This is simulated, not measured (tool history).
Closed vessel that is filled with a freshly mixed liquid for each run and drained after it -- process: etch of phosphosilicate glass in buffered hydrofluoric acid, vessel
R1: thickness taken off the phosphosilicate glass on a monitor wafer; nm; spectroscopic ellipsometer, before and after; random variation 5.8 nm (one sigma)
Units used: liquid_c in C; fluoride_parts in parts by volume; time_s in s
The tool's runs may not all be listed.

Run 1, day 0: liquid_c 21 C, fluoride_parts 21 parts by volume, time_s 90 s. Result: R1 462.38 nm.
Run 2, day 0.1: liquid_c 18 C, fluoride_parts 21 parts by volume, time_s 90 s. Result: R1 390.86 nm.
Run 3, day 0.467: liquid_c 21 C, fluoride_parts 20.5 parts by volume, time_s 90 s. Result: R1 470.79 nm.
Run 4, day 0.55: liquid_c 23 C, fluoride_parts 20.5 parts by volume, time_s 90 s. Result: R1 522.67 nm.
Run 5, day 0.821: liquid_c 23 C, fluoride_parts 24 parts by volume, time_s 90 s. Result: R1 461.43 nm.
Run 6, day 0.958: liquid_c 20 C, fluoride_parts 24 parts by volume, time_s 90 s. Result: R1 393.14 nm.
Run 7, day 1.042: liquid_c 20 C, fluoride_parts 24 parts by volume, time_s 90 s. Result: R1 394.7 nm.

Run 8 has not been measured yet. What should we expect?
At day 1.396: thermometer replaced.
Run 8, day 1.396: liquid_c 22.5 C, fluoride_parts 22.5 parts by volume, time_s 90 s. Result: R1 ?.

{"run 8": {"R1": 423.3}}
